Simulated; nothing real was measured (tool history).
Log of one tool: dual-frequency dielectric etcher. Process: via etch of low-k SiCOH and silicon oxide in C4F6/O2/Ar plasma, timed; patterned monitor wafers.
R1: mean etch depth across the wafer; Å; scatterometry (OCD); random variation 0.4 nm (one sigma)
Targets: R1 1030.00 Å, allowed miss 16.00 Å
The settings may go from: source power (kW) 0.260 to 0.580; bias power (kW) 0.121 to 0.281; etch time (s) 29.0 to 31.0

run 1 hour=0.0 | source_power_(kW)=0.420 bias_power_(kW)=0.201 etch_time_(s)=31.0 | R1=929.60
run 2 hour=2.2 | source_power_(kW)=0.440 bias_power_(kW)=0.203 etch_time_(s)=31.0 | R1=947.74
run 3 hour=3.4 | source_power_(kW)=0.460 bias_power_(kW)=0.205 etch_time_(s)=31.0 | R1=980.27
run 4 hour=8.5 | source_power_(kW)=0.410 bias_power_(kW)=0.205 etch_time_(s)=31.0 | R1=933.39
run 5 hour=15.8 | source_power_(kW)=0.410 bias_power_(kW)=0.205 etch_time_(s)=29.0 | R1=874.51
run 6 hour=23.1 | source_power_(kW)=0.440 bias_power_(kW)=0.207 etch_time_(s)=29.0 | R1=896.26
run 7 hour=28.3 | source_power_(kW)=0.470 bias_power_(kW)=0.214 etch_time_(s)=29.0 | R1=942.97
run 8 hour=29.6 | source_power_(kW)=0.490 bias_power_(kW)=0.216 etch_time_(s)=29.0 | R1=961.94
run 9 hour=36.0 | source_power_(kW)=0.490 bias_power_(kW)=0.216 etch_time_(s)=29.0 | R1=956.77
-- hour=40.7 source power generator calibrated
run 10 hour=40.7 | source_power_(kW)=0.510 bias_power_(kW)=0.218 etch_time_(s)=29.0 | R1=988.79

Which of these 5 next moves meets every target?
run A hour=45.4 | source_power_(kW)=0.520 bias_power_(kW)=0.205 etch_time_(s)=30.0 | R1=?
run B hour=45.4 | source_power_(kW)=0.490 bias_power_(kW)=0.215 etch_time_(s)=30.0 | R1=?
run C hour=45.4 | source_power_(kW)=0.510 bias_power_(kW)=0.213 etch_time_(s)=30.5 | R1=?
run D hour=45.4 | source_power_(kW)=0.470 bias_power_(kW)=0.211 etch_time_(s)=31.0 | R1=?
run E hour=45.4 | source_power_(kW)=0.500 bias_power_(kW)=0.206 etch_time_(s)=30.0 | R1=?

move=A R1=1002.00
move=B R1=1001.70
move=C R1=1030.30
move=D R1=1008.10
move=E R1=988.51
A: nearer than the last run, and not there yet
B: nearer than the last run, and not there yet
C: meets every target
D: nearer than the last run, and not there yet
E: as far off as the last run
Move C is the one to make.

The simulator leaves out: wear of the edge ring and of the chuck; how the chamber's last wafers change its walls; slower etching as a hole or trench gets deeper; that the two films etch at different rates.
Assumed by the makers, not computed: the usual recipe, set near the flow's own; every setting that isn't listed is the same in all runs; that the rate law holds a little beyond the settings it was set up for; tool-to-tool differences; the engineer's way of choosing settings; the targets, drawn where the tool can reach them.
